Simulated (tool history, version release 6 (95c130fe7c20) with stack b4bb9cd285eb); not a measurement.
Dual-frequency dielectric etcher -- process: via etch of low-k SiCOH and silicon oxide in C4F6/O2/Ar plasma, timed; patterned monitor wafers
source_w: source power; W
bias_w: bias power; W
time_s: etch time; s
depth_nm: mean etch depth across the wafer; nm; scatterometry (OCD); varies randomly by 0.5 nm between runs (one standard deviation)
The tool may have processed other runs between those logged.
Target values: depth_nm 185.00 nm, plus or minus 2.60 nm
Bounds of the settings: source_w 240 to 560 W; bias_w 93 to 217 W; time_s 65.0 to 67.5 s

run,hour,source_w,bias_w,time_s,depth_nm
1,0.0,400,155,65.0,156.72
2,2.6,350,155,65.0,145.53
3,4.1,350,167,65.0,148.68
4,7.5,280,167,65.0,131.41
# hour 15.6: bias power generator calibrated
5,15.6,330,169,65.0,143.71
6,16.4,370,170,65.0,152.67
7,19.6,400,171,65.0,159.67
8,26.5,400,171,65.0,159.66
9,34.3,430,172,65.0,166.36
10,38.8,450,173,65.0,170.19
11,39.8,470,174,65.0,174.50
12,47.5,480,175,65.0,176.15
13,49.3,490,176,65.0,179.09
14,51.6,490,176,65.0,179.21
15,55.9,500,176,65.0,180.42
16,62.2,510,176,65.0,182.58

Exactly one of the 4 candidate moves below puts every result within its allowed miss. Which one?
A,68.5,510,163,66.0,?
B,68.5,470,185,65.0,?
C,68.5,480,188,66.5,?
D,68.5,450,182,67.5,?

move,depth_nm
A,179.79
B,177.62
C,184.66
D,179.46
A: further off than the last run
B: further off than the last run
C: in spec on every target
D: further off than the last run
C is the move that brings every result within its allowed miss.
